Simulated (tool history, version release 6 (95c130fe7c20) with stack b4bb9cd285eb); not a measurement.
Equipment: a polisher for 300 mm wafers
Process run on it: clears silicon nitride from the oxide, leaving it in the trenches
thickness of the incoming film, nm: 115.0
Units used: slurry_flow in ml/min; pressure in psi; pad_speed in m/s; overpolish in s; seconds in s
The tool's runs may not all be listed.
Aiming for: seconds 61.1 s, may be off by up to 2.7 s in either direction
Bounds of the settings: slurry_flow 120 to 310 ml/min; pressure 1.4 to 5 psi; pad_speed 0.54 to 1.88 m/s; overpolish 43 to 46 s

| run | hour | slurry_flow | pressure | pad_speed | overpolish | seconds |
|---|---|---|---|---|---|---|
| 1 | 0 | 200 | 3.2 | 1.2 | 43 | 98.762 |
| 2 | 2.7 | 200 | 3.2 | 1.2 | 43 | 100.03 |
| 3 | 3.4 | 200 | 3.8 | 1.2 | 43 | 84.254 |
| 4 | 4.8 | 200 | 4.1 | 1.2 | 43 | 77.052 |
| 5 | 9.8 | 175 | 4.1 | 1.2 | 43 | 77.631 |
| 6 | 11 | 175 | 4.1 | 1.2 | 43 | 77.854 |
| 7 | 14.7 | 175 | 4.3 | 1.2 | 43 | 75.398 |
| 8 | 20.7 | 180 | 4.5 | 1.2 | 43 | 72.769 |
| 9 | 26 | 180 | 4.6 | 1.22 | 43 | 69.829 |
| 10 | 27.8 | 180 | 4.6 | 1.22 | 43 | 68.5 |
| 11 | 33.7 | 180 | 4.7 | 1.22 | 43 | 67.502 |
| 12 | 35.3 | 180 | 4.8 | 1.24 | 43 | 65.277 |

Below are 5 possible settings for the next run. Only one of them brings all results inside the allowed miss of their targets. Which is it?
| A | 36.9 | 175 | 4.5 | 1.26 | 43 | ? |
| B | 36.9 | 180 | 4.7 | 1.2 | 43 | ? |
| C | 36.9 | 205 | 4.9 | 1.16 | 43 | ? |
| D | 36.9 | 245 | 5 | 1.2 | 43 | ? |
| E | 36.9 | 240 | 4.4 | 1.26 | 43 | ? |

| move | seconds |
|---|---|
| A | 68.296 |
| B | 68.305 |
| C | 66.445 |
| D | 61.624 |
| E | 66.771 |
A: further off than the last run
B: further off than the last run
C: further off than the last run
D: every result lands within tolerance
E: further off than the last run
The right move is D.

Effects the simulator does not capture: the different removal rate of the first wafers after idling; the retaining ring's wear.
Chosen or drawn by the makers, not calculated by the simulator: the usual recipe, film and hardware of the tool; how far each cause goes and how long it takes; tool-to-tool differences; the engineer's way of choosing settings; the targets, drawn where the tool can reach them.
